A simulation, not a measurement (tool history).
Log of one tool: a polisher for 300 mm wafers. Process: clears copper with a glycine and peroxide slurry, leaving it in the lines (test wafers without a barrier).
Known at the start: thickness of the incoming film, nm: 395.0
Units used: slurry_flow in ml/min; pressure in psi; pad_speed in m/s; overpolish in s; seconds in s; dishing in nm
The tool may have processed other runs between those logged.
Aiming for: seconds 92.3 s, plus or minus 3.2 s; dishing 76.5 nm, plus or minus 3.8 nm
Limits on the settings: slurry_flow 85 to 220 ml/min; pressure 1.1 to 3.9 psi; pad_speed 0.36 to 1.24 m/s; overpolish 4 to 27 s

run,hour,slurry_flow,pressure,pad_speed,overpolish,seconds,dishing
1,0,140,2.5,0.8,14,98.517,44.951
2,1.7,135,2.6,0.8,16,96.432,54.06
3,8.9,135,2.7,0.8,17,93.736,56.757
4,10.5,135,2.7,0.8,19,91.591,63.19
5,13.5,135,2.4,0.8,19,101.98,58.239
6,20.4,135,2.4,0.94,19,93.321,62.473
7,26.1,135,2.4,0.94,20,92.911,63.121
# hour 30.6: slurry nozzle cleaned
8,30.6,135,2.4,0.92,21,86.612,70.934
9,33.6,125,2.4,0.9,22,87.956,71.835
10,40.9,135,2.4,0.9,22,86.977,74.499

Exactly one of the 4 candidate moves below puts every result within its allowed miss. Which one?
A,48.2,115,2.3,0.92,25,?,?
B,48.2,135,2.6,0.86,20,?,?
C,48.2,110,2.6,1,21,?,?
D,48.2,140,2.8,0.88,18,?,?

move,seconds,dishing
A,93.689,77.742
B,85.185,70.574
C,82.367,75.218
D,78.886,69.088
A: all results in spec
B: lands further from the targets than the last run did
C: lands further from the targets than the last run did
D: lands further from the targets than the last run did
Move A is the one to make.
